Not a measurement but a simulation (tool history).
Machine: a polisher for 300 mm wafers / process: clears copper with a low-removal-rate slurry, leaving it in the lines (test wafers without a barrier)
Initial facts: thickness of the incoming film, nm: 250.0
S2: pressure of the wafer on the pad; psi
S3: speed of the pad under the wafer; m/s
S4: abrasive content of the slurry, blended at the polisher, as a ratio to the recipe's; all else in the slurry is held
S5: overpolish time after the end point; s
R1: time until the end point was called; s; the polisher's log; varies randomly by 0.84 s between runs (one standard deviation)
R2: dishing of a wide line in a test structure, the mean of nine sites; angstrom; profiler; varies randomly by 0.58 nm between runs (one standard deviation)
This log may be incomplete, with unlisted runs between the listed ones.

run 1 hour=0 | flow_of_slurry_(ml/min)=285 S2=3.1 S3=1.06 S4=1 S5=17 | R1=59.836 R2=485.44
run 2 hour=4.4 | flow_of_slurry_(ml/min)=285 S2=3.2 S3=1.06 S4=1 S5=17 | R1=57.569 R2=482.97
run 3 hour=11.5 | flow_of_slurry_(ml/min)=285 S2=3.3 S3=1.06 S4=1 S5=17 | R1=55.334 R2=503.26
run 4 hour=19.4 | flow_of_slurry_(ml/min)=285 S2=3.4 S3=1.06 S4=1 S5=17 | R1=53.025 R2=521.05
run 5 hour=20.4 | flow_of_slurry_(ml/min)=285 S2=3.4 S3=1.06 S4=1 S5=14 | R1=54.906 R2=438.24
run 6 hour=27 | flow_of_slurry_(ml/min)=285 S2=3.5 S3=1.06 S4=1 S5=14 | R1=50.418 R2=444.71

What does the tool deliver on the next run?
run 7 hour=27.5 | flow_of_slurry_(ml/min)=285 S2=3.6 S3=1.08 S4=1 S5=15 | R1=? R2=?

R1: 49.79 s
R2: 500.72 angstrom
